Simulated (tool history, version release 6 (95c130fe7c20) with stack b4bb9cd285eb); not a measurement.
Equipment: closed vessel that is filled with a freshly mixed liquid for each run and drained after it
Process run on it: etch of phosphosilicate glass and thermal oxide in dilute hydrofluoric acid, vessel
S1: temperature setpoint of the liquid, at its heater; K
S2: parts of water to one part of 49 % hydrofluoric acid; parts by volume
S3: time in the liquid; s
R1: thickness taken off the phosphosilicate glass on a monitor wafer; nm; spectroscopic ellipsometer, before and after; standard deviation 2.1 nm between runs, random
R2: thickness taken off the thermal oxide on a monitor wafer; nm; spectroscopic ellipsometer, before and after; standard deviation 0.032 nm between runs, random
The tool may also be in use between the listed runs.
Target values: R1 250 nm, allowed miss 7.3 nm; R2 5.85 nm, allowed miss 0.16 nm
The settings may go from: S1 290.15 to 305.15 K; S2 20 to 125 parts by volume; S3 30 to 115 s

run	hour	S1	S2	S3	R1	R2
1	0	297.15	70	60	159.63	3.7464
2	6.9	297.15	45	60	258.76	6.042
3	11.1	297.15	25	60	478.41	11.004
4	16.2	295.15	30	60	359.57	8.457
5	20.9	295.15	30	80	478.97	11.254
6	23.9	297.65	30	80	530.95	12.618
# hour 24.9: thermometer replaced
7	24.9	295.65	35	80	446.06	10.468
8	33.3	294.15	40	80	367.36	8.4716
9	41.4	293.15	45	80	307.01	7.2521
10	43.5	292.15	45	80	297.68	6.9321

Which of these 4 next moves meets every target?
A	45.6	302.15	115	115	?	?
B	45.6	293.15	55	80	?	?
C	45.6	293.15	45	85	?	?
D	45.6	290.15	20	35	?	?

move	R1	R2
A	227.64	5.3209
B	249.63	5.8348
C	328.09	7.6686
D	274.59	6.4183
A: pushes the last run's worst result past its target
B: hits every target within its allowed miss
C: misses by more than the last run did
D: closes in on the targets versus the last run, not all within tolerance yet
The right move is B.
